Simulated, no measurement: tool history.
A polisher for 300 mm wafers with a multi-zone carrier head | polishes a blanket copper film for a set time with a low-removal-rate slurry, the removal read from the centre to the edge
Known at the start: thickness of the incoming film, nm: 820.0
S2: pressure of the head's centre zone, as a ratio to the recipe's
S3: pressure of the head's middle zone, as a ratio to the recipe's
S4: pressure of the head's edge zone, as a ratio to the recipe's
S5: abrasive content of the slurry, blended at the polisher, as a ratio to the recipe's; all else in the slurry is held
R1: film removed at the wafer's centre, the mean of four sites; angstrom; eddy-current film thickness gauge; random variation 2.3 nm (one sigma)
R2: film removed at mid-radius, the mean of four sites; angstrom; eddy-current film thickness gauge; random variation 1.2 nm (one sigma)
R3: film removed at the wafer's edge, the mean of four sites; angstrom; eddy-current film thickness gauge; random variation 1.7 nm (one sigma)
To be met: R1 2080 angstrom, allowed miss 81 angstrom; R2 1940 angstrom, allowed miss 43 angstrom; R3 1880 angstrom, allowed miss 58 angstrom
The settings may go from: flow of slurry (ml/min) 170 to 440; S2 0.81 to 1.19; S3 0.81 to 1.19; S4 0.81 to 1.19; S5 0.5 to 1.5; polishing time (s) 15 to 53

run 1 hour=0 | flow_of_slurry_(ml/min)=280 S2=1 S3=1 S4=1 S5=1 polishing_time_(s)=34 | R1=1413.2 R2=1379.3 R3=1414.1
run 2 hour=0.6 | flow_of_slurry_(ml/min)=290 S2=1.04 S3=1.03 S4=1.03 S5=1.1 polishing_time_(s)=35 | R1=1564.2 R2=1499.4 R3=1498.6
run 3 hour=2 | flow_of_slurry_(ml/min)=295 S2=1.06 S3=1.05 S4=1.06 S5=1.2 polishing_time_(s)=36 | R1=1641.8 R2=1598.1 R3=1596.4
run 4 hour=4.1 | flow_of_slurry_(ml/min)=295 S2=1.06 S3=1.05 S4=1.06 S5=1.35 polishing_time_(s)=36 | R1=1682.3 R2=1633.6 R3=1615.5
run 5 hour=6 | flow_of_slurry_(ml/min)=295 S2=1.06 S3=1.05 S4=1.06 S5=1.35 polishing_time_(s)=28 | R1=1318.4 R2=1268.5 R3=1286
run 6 hour=15 | flow_of_slurry_(ml/min)=235 S2=1.06 S3=1.05 S4=1.06 S5=1.35 polishing_time_(s)=28 | R1=1256.1 R2=1232 R3=1233
-- hour=17.1 worn pad replaced by a new one
run 7 hour=17.1 | flow_of_slurry_(ml/min)=270 S2=1.09 S3=1.07 S4=1.09 S5=1.4 polishing_time_(s)=30 | R1=1564.9 R2=1487.2 R3=1466.9
run 8 hour=19.5 | flow_of_slurry_(ml/min)=295 S2=1.1 S3=1.09 S4=1.11 S5=1.4 polishing_time_(s)=30 | R1=1571.3 R2=1525.2 R3=1519.5
run 9 hour=25.5 | flow_of_slurry_(ml/min)=315 S2=1.12 S3=1.1 S4=1.12 S5=1.4 polishing_time_(s)=30 | R1=1593.1 R2=1551.9 R3=1512.8
run 10 hour=28 | flow_of_slurry_(ml/min)=315 S2=1.14 S3=1.1 S4=1.13 S5=1.4 polishing_time_(s)=31 | R1=1720.1 R2=1596.5 R3=1559.5
run 11 hour=32.1 | flow_of_slurry_(ml/min)=325 S2=1.15 S3=1.11 S4=1.14 S5=1.4 polishing_time_(s)=32 | R1=1784.8 R2=1675.5 R3=1632.3

Which of these 4 next moves meets every target?
run A hour=36.2 | flow_of_slurry_(ml/min)=200 S2=1.17 S3=1.13 S4=1.14 S5=1.3 polishing_time_(s)=39 | R1=? R2=? R3=?
run B hour=36.2 | flow_of_slurry_(ml/min)=350 S2=1.14 S3=1.14 S4=1.09 S5=1.35 polishing_time_(s)=38 | R1=? R2=? R3=?
run C hour=36.2 | flow_of_slurry_(ml/min)=325 S2=1.15 S3=0.81 S4=1.19 S5=1.35 polishing_time_(s)=40 | R1=? R2=? R3=?
run D hour=36.2 | flow_of_slurry_(ml/min)=375 S2=1.11 S3=1.17 S4=1.11 S5=1.4 polishing_time_(s)=35 | R1=? R2=? R3=?

move=A R1=2088.1 R2=1915.4 R3=1894.2
move=B R1=2127.5 R2=2006 R3=1907.5
move=C R1=2238.8 R2=1575.5 R3=2078.2
move=D R1=1932.8 R2=1913.3 R3=1788.4
A: meets every target
B: takes the result that was furthest off past its target
C: further off than the last run
D: brings the result that was furthest off to its target, and leaves another outside
Answer: A
